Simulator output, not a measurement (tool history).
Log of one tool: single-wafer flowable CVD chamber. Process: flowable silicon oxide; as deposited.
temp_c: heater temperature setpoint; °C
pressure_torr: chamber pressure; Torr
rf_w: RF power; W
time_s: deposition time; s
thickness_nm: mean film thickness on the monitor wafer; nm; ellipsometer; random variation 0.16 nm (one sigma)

{"run": 1, "hour": 0.0, "temp_c": 105, "pressure_torr": 0.592, "rf_w": 2140, "time_s": 225, "thickness_nm": 76.182}
{"run": 2, "hour": 7.8, "temp_c": 107, "pressure_torr": 0.592, "rf_w": 2140, "time_s": 225, "thickness_nm": 71.716}
{"run": 3, "hour": 12.0, "temp_c": 109, "pressure_torr": 0.592, "rf_w": 2140, "time_s": 225, "thickness_nm": 67.588}
{"run": 4, "hour": 13.4, "temp_c": 109, "pressure_torr": 0.592, "rf_w": 2430, "time_s": 225, "thickness_nm": 68.926}
{"run": 5, "hour": 16.4, "temp_c": 114, "pressure_torr": 0.592, "rf_w": 2430, "time_s": 225, "thickness_nm": 59.899}
{"run": 6, "hour": 24.6, "temp_c": 114, "pressure_torr": 0.697, "rf_w": 2430, "time_s": 225, "thickness_nm": 70.306}
{"run": 7, "hour": 33.4, "temp_c": 116, "pressure_torr": 0.692, "rf_w": 2430, "time_s": 225, "thickness_nm": 66.163}
{"run": 8, "hour": 37.1, "temp_c": 117, "pressure_torr": 0.687, "rf_w": 2430, "time_s": 225, "thickness_nm": 63.691}
{"run": 9, "hour": 41.1, "temp_c": 118, "pressure_torr": 0.682, "rf_w": 2430, "time_s": 225, "thickness_nm": 62.244}
{"run": 10, "hour": 44.3, "temp_c": 119, "pressure_torr": 0.674, "rf_w": 2430, "time_s": 225, "thickness_nm": 59.23}

Run 11 comes next. What will it give?
{"run": 11, "hour": 45.1, "temp_c": 129, "pressure_torr": 0.646, "rf_w": 2425, "time_s": 225, "thickness_nm": "?"}

{"run 11": {"thickness_nm": 44.27}}
